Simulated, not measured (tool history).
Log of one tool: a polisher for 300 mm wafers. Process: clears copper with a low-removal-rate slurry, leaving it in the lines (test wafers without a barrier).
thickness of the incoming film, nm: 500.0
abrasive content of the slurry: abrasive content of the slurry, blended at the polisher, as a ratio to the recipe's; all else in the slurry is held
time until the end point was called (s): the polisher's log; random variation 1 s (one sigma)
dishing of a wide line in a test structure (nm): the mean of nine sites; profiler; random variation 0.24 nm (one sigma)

run	hour	flow of slurry (ml/min)	pressure of the wafer on the pad (psi)	speed of the pad under the wafer (cm/s)	abrasive content of the slurry	overpolish time after the end point (s)	time until the end point was called (s)	dishing of a wide line in a test structure (nm)
1	0	260	3.5	112	1	18	113.27	49.447
2	6.4	260	3.5	128	1	18	99.755	55.422
3	12.2	260	2.8	128	1	18	114.22	47.527
4	13.6	260	2.8	128	1.1	18	112.9	48.762
5	18.8	260	3.5	128	1.1	18	97.515	54.894
6	24	260	3.5	128	1.2	18	94.265	57.452
7	31.1	270	3.2	134	1.05	16	98.738	47.767

Forecast run 8:
8	31.8	340	2.2	166	0.8	7	?	?

time until the end point was called (s): 104.07
dishing of a wide line in a test structure (nm): 22.502
